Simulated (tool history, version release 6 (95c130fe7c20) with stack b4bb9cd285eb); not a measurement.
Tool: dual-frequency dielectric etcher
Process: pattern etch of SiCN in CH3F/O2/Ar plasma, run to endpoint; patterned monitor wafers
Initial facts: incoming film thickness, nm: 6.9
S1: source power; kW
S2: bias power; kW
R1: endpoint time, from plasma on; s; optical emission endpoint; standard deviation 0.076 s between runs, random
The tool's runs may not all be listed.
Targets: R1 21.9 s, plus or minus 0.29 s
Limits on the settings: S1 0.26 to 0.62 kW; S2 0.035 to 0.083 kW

Run 1, hour 0: S1 0.44 kW, S2 0.059 kW. Result: R1 20.032 s.
Run 2, hour 3.9: S1 0.41 kW, S2 0.059 kW. Result: R1 20.54 s.
Run 3, hour 6.7: S1 0.41 kW, S2 0.055 kW. Result: R1 21.235 s.
Run 4, hour 13.9: S1 0.41 kW, S2 0.05 kW. Result: R1 22.264 s.
Run 5, hour 19.1: S1 0.42 kW, S2 0.05 kW. Result: R1 22.153 s.
Run 6, hour 20.7: S1 0.42 kW, S2 0.06 kW. Result: R1 20.127 s.
Run 7, hour 26.4: S1 0.39 kW, S2 0.06 kW. Result: R1 20.744 s.
Run 8, hour 27.7: S1 0.37 kW, S2 0.06 kW. Result: R1 21.15 s.
Run 9, hour 33.9: S1 0.36 kW, S2 0.06 kW. Result: R1 21.254 s.
Run 10, hour 40.4: S1 0.35 kW, S2 0.06 kW. Result: R1 21.613 s.

Exactly one of the 5 candidate moves below puts every result within its allowed miss. Which one?
Run A, hour 46.9: S1 0.35 kW, S2 0.062 kW. Result: R1 ?.
Run B, hour 46.9: S1 0.38 kW, S2 0.06 kW. Result: R1 ?.
Run C, hour 46.9: S1 0.26 kW, S2 0.072 kW. Result: R1 ?.
Run D, hour 46.9: S1 0.43 kW, S2 0.053 kW. Result: R1 ?.
Run E, hour 46.9: S1 0.33 kW, S2 0.058 kW. Result: R1 ?.

move      R1
   A  21.261
   B  20.985
   C  21.884
   D  21.401
   E  22.513
A: the biggest miss grows against the last run
B: the biggest miss grows against the last run
C: meets every target
D: the biggest miss grows against the last run
E: the result that was furthest off in the last run now lies on the other side of its target
Answer: C

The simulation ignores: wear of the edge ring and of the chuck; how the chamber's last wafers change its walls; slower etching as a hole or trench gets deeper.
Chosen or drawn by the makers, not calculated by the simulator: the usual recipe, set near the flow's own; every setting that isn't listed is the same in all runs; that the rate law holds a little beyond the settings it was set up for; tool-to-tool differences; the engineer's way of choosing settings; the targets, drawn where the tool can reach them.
